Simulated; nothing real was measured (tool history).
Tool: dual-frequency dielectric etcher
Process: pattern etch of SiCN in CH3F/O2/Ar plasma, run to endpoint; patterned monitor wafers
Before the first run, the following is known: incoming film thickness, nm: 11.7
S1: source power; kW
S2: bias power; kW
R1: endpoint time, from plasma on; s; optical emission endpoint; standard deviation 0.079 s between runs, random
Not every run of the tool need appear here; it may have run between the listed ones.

Run 1, hour 0: S1 0.53 kW, S2 0.083 kW. Result: R1 28.374 s.
Run 2, hour 6: S1 0.56 kW, S2 0.083 kW. Result: R1 27.817 s.
Run 3, hour 9.1: S1 0.57 kW, S2 0.084 kW. Result: R1 27.406 s.
Run 4, hour 15.8: S1 0.58 kW, S2 0.084 kW. Result: R1 27.181 s.
Run 5, hour 16.8: S1 0.51 kW, S2 0.084 kW. Result: R1 28.807 s.
Run 6, hour 24.5: S1 0.51 kW, S2 0.075 kW. Result: R1 29.883 s.
Run 7, hour 26: S1 0.53 kW, S2 0.076 kW. Result: R1 29.113 s.
Run 8, hour 26.7: S1 0.55 kW, S2 0.077 kW. Result: R1 28.545 s.
Run 9, hour 35.5: S1 0.57 kW, S2 0.078 kW. Result: R1 27.992 s.
Run 10, hour 39.4: S1 0.58 kW, S2 0.079 kW. Result: R1 27.68 s.
Run 11, hour 41: S1 0.59 kW, S2 0.079 kW. Result: R1 27.528 s.

The next listed run, before its measurement:
Run 12, hour 49.1: S1 0.6 kW, S2 0.079 kW. Result: R1 ?.

R1: 27.162 s
